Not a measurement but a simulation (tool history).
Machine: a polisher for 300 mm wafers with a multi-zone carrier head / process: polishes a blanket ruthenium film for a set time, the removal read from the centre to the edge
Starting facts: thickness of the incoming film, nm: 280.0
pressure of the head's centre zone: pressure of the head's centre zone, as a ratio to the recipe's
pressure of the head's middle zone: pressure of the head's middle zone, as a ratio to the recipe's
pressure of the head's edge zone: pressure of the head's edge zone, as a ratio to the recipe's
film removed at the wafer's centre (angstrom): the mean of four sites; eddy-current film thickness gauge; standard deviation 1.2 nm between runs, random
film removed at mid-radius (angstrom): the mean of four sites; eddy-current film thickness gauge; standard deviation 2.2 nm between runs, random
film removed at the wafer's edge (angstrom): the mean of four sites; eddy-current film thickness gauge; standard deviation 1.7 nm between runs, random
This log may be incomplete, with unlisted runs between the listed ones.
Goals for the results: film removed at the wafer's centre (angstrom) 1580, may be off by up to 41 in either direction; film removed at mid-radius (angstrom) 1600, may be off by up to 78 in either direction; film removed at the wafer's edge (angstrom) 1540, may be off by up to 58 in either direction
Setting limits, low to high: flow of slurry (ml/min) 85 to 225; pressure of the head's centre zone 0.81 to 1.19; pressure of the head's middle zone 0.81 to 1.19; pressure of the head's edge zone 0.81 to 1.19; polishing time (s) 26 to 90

run	hour	flow of slurry (ml/min)	pressure of the head's centre zone	pressure of the head's middle zone	pressure of the head's edge zone	polishing time (s)	film removed at the wafer's centre (angstrom)	film removed at mid-radius (angstrom)	film removed at the wafer's edge (angstrom)
1	0	145	1	1	1	58	1171.7	1195	1184.4
2	2.6	155	1.02	1.03	1.04	60	1236	1300	1242.1
3	11.4	120	1.02	1.03	1.04	60	1200.8	1235.7	1212.2
4	17.4	130	1.04	1.04	1.07	63	1292.5	1345.1	1309.2
5	21.8	130	1.07	1.04	1.07	63	1310.1	1340.8	1313.7
6	22.4	130	1.07	1.04	1.07	50	1033.4	1064.7	1007.1
7	26.9	140	1.09	1.04	1.09	55	1188.3	1169.9	1165
8	30.9	155	1.11	1.07	1.11	57	1252	1255.3	1214.3
9	36.3	165	1.12	1.08	1.13	60	1349.5	1353.2	1314.3
10	41.5	175	1.13	1.09	1.14	62	1408.9	1437.9	1367.4
11	44	180	1.14	1.09	1.15	63	1472.3	1469.3	1372.6
12	47.5	175	1.13	1.09	1.16	65	1509.4	1538.2	1456.5

Exactly one of the 5 candidate moves below puts every result within its allowed miss. Which one?
A	51	225	1.06	1.19	1.18	63	?	?	?
B	51	180	1.02	1.19	1.12	64	?	?	?
C	51	150	1.04	1.08	1.19	69	?	?	?
D	51	160	1.19	1.14	1.07	66	?	?	?
E	51	185	1.12	1.09	1.16	69	?	?	?

move	film removed at the wafer's centre (angstrom)	film removed at mid-radius (angstrom)	film removed at the wafer's edge (angstrom)
A	1412.2	1605.2	1455
B	1351	1585.4	1409
C	1433.3	1531.3	1540.3
D	1533.4	1548.5	1403.8
E	1566.3	1590	1553.1
A: misses by more than the last run did
B: misses by more than the last run did
C: misses by more than the last run did
D: misses by more than the last run did
E: all results land within tolerance of their targets
Go with E: it meets all targets.
